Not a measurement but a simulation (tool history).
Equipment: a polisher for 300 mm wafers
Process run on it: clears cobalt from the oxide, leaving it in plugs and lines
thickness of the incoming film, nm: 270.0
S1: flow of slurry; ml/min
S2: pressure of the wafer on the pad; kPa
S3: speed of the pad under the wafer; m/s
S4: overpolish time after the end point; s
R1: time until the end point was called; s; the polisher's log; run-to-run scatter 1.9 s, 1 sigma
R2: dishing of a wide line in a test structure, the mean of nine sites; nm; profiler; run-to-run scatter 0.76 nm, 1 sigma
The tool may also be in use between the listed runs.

{"run": 1, "hour": 0.0, "S1": 190, "S2": 15.2, "S3": 0.9, "S4": 21, "R1": 64.268, "R2": 48.945}
{"run": 2, "hour": 1.2, "S1": 190, "S2": 15.2, "S3": 1.08, "S4": 21, "R1": 54.204, "R2": 52.206}
{"run": 3, "hour": 4.4, "S1": 190, "S2": 13.8, "S3": 1.02, "S4": 22, "R1": 61.276, "R2": 48.518}
{"run": 4, "hour": 5.1, "S1": 190, "S2": 12.4, "S3": 0.94, "S4": 24, "R1": 73.412, "R2": 47.723}
{"run": 5, "hour": 13.2, "S1": 190, "S2": 9.7, "S3": 0.94, "S4": 24, "R1": 93.396, "R2": 41.6}
{"run": 6, "hour": 18.3, "S1": 160, "S2": 9.7, "S3": 0.94, "S4": 24, "R1": 95.586, "R2": 39.938}
{"run": 7, "hour": 21.2, "S1": 155, "S2": 6.9, "S3": 0.8, "S4": 32, "R1": 157.23, "R2": 35.249}
{"run": 8, "hour": 22.8, "S1": 165, "S2": 6.9, "S3": 0.8, "S4": 32, "R1": 156.12, "R2": 36.996}
{"run": 9, "hour": 26.5, "S1": 195, "S2": 9.7, "S3": 0.8, "S4": 30, "R1": 108.99, "R2": 43.278}
{"run": 10, "hour": 27.8, "S1": 185, "S2": 9.7, "S3": 0.8, "S4": 30, "R1": 112.84, "R2": 42.575}

Run 11, settings as shown, results not yet in. Your forecast:
{"run": 11, "hour": 32.6, "S1": 180, "S2": 9.7, "S3": 0.8, "S4": 30, "R1": "?", "R2": "?"}

Run 11 yielded R1 113.110 s, R2 42.647 nm.
